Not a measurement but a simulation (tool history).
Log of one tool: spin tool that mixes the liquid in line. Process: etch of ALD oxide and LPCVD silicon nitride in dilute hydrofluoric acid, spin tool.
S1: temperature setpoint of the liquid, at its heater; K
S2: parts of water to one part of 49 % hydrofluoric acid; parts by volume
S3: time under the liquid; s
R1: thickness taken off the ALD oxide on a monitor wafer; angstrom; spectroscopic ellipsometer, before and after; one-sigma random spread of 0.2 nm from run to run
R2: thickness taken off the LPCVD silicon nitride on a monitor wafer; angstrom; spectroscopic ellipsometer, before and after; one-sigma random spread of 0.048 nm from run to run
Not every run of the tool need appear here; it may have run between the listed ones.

run	day	S1	S2	S3	R1	R2
1	0	298.15	125	60	111.17	2.7174
2	0.038	295.15	125	60	101.3	2.0983
3	0.196	295.15	155	60	77.567	1.7732
4	0.396	297.15	140	60	95.06	2.4279
5	0.529	297.15	140	45	70.148	1.4983
6	0.854	299.15	125	45	86.167	2.6539
7	0.983	299.15	125	45	86.503	2.3298
8	1.292	299.65	110	45	103.32	2.3632
9	1.562	301.15	100	45	120.71	3.2296

Run 10, settings as shown, results not yet in. Your forecast:
10	1.825	302.15	90	45	?	?

{"run 10": {"R1": 141.55, "R2": 3.3087}}

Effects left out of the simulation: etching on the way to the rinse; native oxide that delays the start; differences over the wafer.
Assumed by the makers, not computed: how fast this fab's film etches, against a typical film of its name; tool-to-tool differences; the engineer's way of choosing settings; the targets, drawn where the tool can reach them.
